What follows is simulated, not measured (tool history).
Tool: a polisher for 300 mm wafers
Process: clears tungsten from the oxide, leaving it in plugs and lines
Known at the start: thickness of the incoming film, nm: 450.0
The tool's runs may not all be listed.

| run | day | flow of slurry (ml/min) | pressure of the wafer on the pad (psi) | speed of the pad under the wafer (cm/s) | abrasive content of the slurry | overpolish time after the end point (s) | time until the end point was called (s) |
|---|---|---|---|---|---|---|---|
| 1 | 0.000 | 245 | 3.1 | 88 | 1.0 | 16 | 150.180 |
| 2 | 0.367 | 245 | 3.1 | 88 | 1.0 | 18 | 148.380 |
| 3 | 0.483 | 245 | 3.6 | 90 | 1.0 | 18 | 125.730 |
| 4 | 0.675 | 245 | 4.0 | 92 | 1.0 | 18 | 113.890 |
| 5 | 0.950 | 245 | 4.0 | 92 | 1.0 | 18 | 110.520 |
| 6 | 1.083 | 245 | 4.0 | 104 | 1.0 | 18 | 96.817 |

The next listed run, before its measurement:
| 7 | 1.212 | 245 | 4.1 | 104 | 1.0 | 18 | ? |

{"run 7": {"time until the end point was called (s)": 98.062}}
